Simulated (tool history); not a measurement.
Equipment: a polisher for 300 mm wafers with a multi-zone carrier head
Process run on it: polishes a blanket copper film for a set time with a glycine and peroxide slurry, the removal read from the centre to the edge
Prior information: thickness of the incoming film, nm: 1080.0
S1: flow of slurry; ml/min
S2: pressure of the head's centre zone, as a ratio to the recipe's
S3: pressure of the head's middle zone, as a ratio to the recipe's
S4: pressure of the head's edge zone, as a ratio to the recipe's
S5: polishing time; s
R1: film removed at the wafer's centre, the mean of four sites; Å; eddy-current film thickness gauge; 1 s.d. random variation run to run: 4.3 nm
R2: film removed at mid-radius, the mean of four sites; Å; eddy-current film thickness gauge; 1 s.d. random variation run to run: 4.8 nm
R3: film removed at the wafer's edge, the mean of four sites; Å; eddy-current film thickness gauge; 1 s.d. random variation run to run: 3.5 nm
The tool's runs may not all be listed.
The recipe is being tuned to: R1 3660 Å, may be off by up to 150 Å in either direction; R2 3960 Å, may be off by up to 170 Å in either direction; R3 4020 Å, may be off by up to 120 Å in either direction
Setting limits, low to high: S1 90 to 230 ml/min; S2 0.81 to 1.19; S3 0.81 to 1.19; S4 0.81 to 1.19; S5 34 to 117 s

{"run": 1, "hour": 0.0, "S1": 150, "S2": 1, "S3": 1, "S4": 1, "S5": 75, "R1": 3175.7, "R2": 3277.8, "R3": 3281}
{"run": 2, "hour": 5.3, "S1": 155, "S2": 1, "S3": 1.01, "S4": 1.02, "S5": 76, "R1": 3238.1, "R2": 3325.4, "R3": 3362.3}
{"run": 3, "hour": 14.2, "S1": 155, "S2": 1, "S3": 1.01, "S4": 0.95, "S5": 76, "R1": 3249.7, "R2": 3375.1, "R3": 3204.5}
{"run": 4, "hour": 18.8, "S1": 155, "S2": 1, "S3": 1.06, "S4": 0.95, "S5": 76, "R1": 3214.4, "R2": 3533.6, "R3": 3315.2}
{"run": 5, "hour": 27.0, "S1": 160, "S2": 1.01, "S3": 1.07, "S4": 0.97, "S5": 76, "R1": 3230.4, "R2": 3584.5, "R3": 3341.6}
{"run": 6, "hour": 34.7, "S1": 160, "S2": 0.97, "S3": 1.07, "S4": 0.97, "S5": 76, "R1": 3176.7, "R2": 3550.6, "R3": 3322.7}
{"run": 7, "hour": 35.9, "S1": 165, "S2": 0.98, "S3": 1.08, "S4": 0.99, "S5": 77, "R1": 3252.4, "R2": 3620.5, "R3": 3436.8}
{"run": 8, "hour": 41.4, "S1": 205, "S2": 1.03, "S3": 1.11, "S4": 1.09, "S5": 81, "R1": 3723.1, "R2": 4028.3, "R3": 3762.1}
{"run": 9, "hour": 45.5, "S1": 205, "S2": 1.02, "S3": 1.1, "S4": 1.1, "S5": 81, "R1": 3707.4, "R2": 3899.7, "R3": 3808}
{"run": 10, "hour": 54.3, "S1": 205, "S2": 1.01, "S3": 1.1, "S4": 1.11, "S5": 81, "R1": 3598, "R2": 3989.5, "R3": 3846.2}
{"run": 11, "hour": 59.5, "S1": 205, "S2": 1.01, "S3": 1.1, "S4": 1.12, "S5": 81, "R1": 3651.7, "R2": 4064.1, "R3": 3889.8}
{"run": 12, "hour": 64.9, "S1": 205, "S2": 1.01, "S3": 1.09, "S4": 1.13, "S5": 81, "R1": 3621.1, "R2": 4023.3, "R3": 3797}

Exercise: of the 5 proposed moves below, exactly one satisfies all targets within the stated allowed misses. Which move is it?
{"run": "A", "hour": 70.3, "S1": 195, "S2": 1.07, "S3": 1.19, "S4": 1.09, "S5": 77, "R1": "?", "R2": "?", "R3": "?"}
{"run": "B", "hour": 70.3, "S1": 195, "S2": 1.05, "S3": 1.19, "S4": 1.05, "S5": 78, "R1": "?", "R2": "?", "R3": "?"}
{"run": "C", "hour": 70.3, "S1": 215, "S2": 0.99, "S3": 1.16, "S4": 1.01, "S5": 77, "R1": "?", "R2": "?", "R3": "?"}
{"run": "D", "hour": 70.3, "S1": 190, "S2": 0.94, "S3": 0.99, "S4": 1.09, "S5": 87, "R1": "?", "R2": "?", "R3": "?"}
{"run": "E", "hour": 70.3, "S1": 210, "S2": 1.02, "S3": 1.16, "S4": 1.12, "S5": 77, "R1": "?", "R2": "?", "R3": "?"}

move=A R1=3629.5 R2=4068 R3=3616.9
move=B R1=3614.9 R2=4121.5 R3=3601.5
move=C R1=3430 R2=4028.1 R3=3525.5
move=D R1=3635.2 R2=3917.2 R3=4087.9
move=E R1=3511.6 R2=4015.8 R3=3688.7
A: misses by more than the last run did
B: misses by more than the last run did
C: misses by more than the last run did
D: all results land within tolerance of their targets
E: misses by more than the last run did
Answer: D
